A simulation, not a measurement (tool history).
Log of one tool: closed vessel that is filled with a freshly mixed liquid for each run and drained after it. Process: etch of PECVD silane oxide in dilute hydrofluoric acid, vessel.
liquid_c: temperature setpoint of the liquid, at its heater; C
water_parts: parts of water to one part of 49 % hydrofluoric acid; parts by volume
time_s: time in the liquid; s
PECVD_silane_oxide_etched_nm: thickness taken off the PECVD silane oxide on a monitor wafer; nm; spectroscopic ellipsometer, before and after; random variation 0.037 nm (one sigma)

run,day,liquid_c,water_parts,time_s,PECVD_silane_oxide_etched_nm
1,0,23,205,30,6.3312
2,0.046,22,205,30,6.1694
3,0.183,22,205,30,6.1225
4,0.35,21.5,205,30,6.0976
5,0.512,21.5,205,30,5.9085
6,0.638,21,205,30,5.8844
7,0.692,20.5,205,30,5.7958
8,1,20,205,30,5.6932
9,1.288,19.5,205,30,5.628

The next listed run, before its measurement:
10,1.421,19,205,30,?

{"run 10": {"PECVD_silane_oxide_etched_nm": 5.4697}}

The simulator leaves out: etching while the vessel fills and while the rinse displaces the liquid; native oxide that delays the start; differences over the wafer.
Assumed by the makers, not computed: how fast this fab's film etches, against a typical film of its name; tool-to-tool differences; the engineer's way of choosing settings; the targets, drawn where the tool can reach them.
